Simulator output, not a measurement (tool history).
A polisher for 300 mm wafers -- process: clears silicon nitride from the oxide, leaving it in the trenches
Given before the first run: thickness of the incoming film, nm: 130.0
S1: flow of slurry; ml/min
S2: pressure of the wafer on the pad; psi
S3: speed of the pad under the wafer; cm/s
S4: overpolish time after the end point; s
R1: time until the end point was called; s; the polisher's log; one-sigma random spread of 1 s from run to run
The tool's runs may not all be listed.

{"run": 1, "hour": 0.0, "S1": 265, "S2": 3, "S3": 118, "S4": 24, "R1": 129.58}
{"run": 2, "hour": 3.5, "S1": 265, "S2": 3, "S3": 136, "S4": 24, "R1": 113.01}
{"run": 3, "hour": 6.1, "S1": 265, "S2": 2.6, "S3": 136, "S4": 24, "R1": 130}
{"run": 4, "hour": 7.7, "S1": 265, "S2": 3, "S3": 136, "S4": 24, "R1": 111.95}
{"run": 5, "hour": 9.3, "S1": 265, "S2": 3, "S3": 136, "S4": 24, "R1": 111.92}
{"run": 6, "hour": 18.1, "S1": 265, "S2": 2.5, "S3": 136, "S4": 24, "R1": 133.75}
{"run": 7, "hour": 19.2, "S1": 265, "S2": 2.9, "S3": 138, "S4": 24, "R1": 116.68}

For run 8, what comes out?
{"run": 8, "hour": 25.9, "S1": 265, "S2": 3.7, "S3": 142, "S4": 24, "R1": "?"}

R1: 87.429 s
